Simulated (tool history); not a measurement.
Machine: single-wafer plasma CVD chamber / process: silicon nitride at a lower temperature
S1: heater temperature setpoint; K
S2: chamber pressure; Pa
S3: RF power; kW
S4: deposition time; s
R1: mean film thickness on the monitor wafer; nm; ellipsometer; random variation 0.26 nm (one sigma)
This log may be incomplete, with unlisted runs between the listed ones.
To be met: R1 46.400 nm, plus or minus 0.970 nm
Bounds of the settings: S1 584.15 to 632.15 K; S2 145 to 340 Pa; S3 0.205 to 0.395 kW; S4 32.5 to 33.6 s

| run | day | S1 | S2 | S3 | S4 | R1 |
|---|---|---|---|---|---|---|
| 1 | 0.000 | 608.15 | 243 | 0.300 | 32.5 | 40.173 |
| 2 | 0.142 | 608.15 | 264 | 0.310 | 32.6 | 42.319 |
| 3 | 0.329 | 608.15 | 264 | 0.310 | 33.6 | 43.328 |
| 4 | 0.392 | 608.15 | 277 | 0.315 | 33.6 | 44.566 |
| 5 | 0.700 | 608.15 | 296 | 0.315 | 33.6 | 45.067 |
| 6 | 0.738 | 608.15 | 296 | 0.315 | 33.6 | 45.048 |
| 7 | 1.092 | 608.15 | 301 | 0.315 | 33.6 | 45.175 |
| 8 | 1.146 | 608.15 | 305 | 0.315 | 33.6 | 45.695 |
| 9 | 1.475 | 608.15 | 308 | 0.315 | 33.6 | 45.247 |

Which of these 5 next moves meets every target?
| A | 1.804 | 604.15 | 313 | 0.310 | 32.5 | ? |
| B | 1.804 | 616.15 | 257 | 0.325 | 33.0 | ? |
| C | 1.804 | 611.15 | 313 | 0.315 | 32.8 | ? |
| D | 1.804 | 624.15 | 256 | 0.340 | 33.6 | ? |
| E | 1.804 | 607.15 | 289 | 0.305 | 33.6 | ? |

| move | R1 |
|---|---|
| A | 43.330 |
| B | 43.707 |
| C | 44.178 |
| D | 45.878 |
| E | 43.432 |
A: its largest miss is bigger than the last run's
B: its largest miss is bigger than the last run's
C: its largest miss is bigger than the last run's
D: each result inside its tolerance
E: its largest miss is bigger than the last run's
So the answer is move D, the one that meets all the targets.

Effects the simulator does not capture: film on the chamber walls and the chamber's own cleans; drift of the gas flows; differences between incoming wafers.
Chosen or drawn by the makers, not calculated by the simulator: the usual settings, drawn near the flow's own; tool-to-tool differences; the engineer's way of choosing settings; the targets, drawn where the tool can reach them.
